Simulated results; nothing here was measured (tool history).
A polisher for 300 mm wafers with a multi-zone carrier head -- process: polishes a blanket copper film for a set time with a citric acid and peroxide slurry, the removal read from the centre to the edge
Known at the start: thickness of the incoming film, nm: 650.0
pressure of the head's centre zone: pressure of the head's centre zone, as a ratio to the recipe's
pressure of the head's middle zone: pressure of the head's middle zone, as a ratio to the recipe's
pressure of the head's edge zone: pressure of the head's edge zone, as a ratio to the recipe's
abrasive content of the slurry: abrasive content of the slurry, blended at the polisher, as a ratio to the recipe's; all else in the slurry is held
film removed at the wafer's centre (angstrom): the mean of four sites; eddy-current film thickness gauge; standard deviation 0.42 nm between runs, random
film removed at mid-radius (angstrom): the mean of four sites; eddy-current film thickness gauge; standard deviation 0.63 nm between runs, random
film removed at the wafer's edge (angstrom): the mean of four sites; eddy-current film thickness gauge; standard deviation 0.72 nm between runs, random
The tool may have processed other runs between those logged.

| run | hour | flow of slurry (ml/min) | pressure of the head's centre zone | pressure of the head's middle zone | pressure of the head's edge zone | abrasive content of the slurry | polishing time (s) | film removed at the wafer's centre (angstrom) | film removed at mid-radius (angstrom) | film removed at the wafer's edge (angstrom) |
|---|---|---|---|---|---|---|---|---|---|---|
| 1 | 0.0 | 160 | 1.00 | 1.00 | 1.00 | 1.00 | 51 | 1095.40 | 1093.40 | 1125.10 |
| 2 | 1.2 | 160 | 1.00 | 0.96 | 1.00 | 1.00 | 51 | 1100.30 | 1063.10 | 1123.30 |
| 3 | 6.6 | 160 | 1.00 | 0.96 | 1.00 | 1.00 | 59 | 1261.60 | 1231.40 | 1339.20 |
| 4 | 7.4 | 155 | 0.97 | 0.99 | 0.96 | 0.85 | 54 | 1065.90 | 1091.30 | 1126.90 |
| 5 | 11.5 | 135 | 0.97 | 0.99 | 0.96 | 0.85 | 54 | 1015.10 | 1063.60 | 1078.20 |
| 6 | 15.7 | 135 | 0.97 | 0.95 | 0.96 | 0.85 | 54 | 1014.40 | 1020.40 | 1070.80 |
| 7 | 17.8 | 125 | 0.95 | 0.99 | 0.92 | 0.75 | 52 | 908.11 | 941.79 | 965.29 |

What does the tool deliver on the next run?
| 8 | 20.3 | 120 | 0.94 | 1.04 | 0.89 | 0.70 | 50 | ? | ? | ? |

film removed at the wafer's centre (angstrom): 828.42
film removed at mid-radius (angstrom): 923.96
film removed at the wafer's edge (angstrom): 886.90
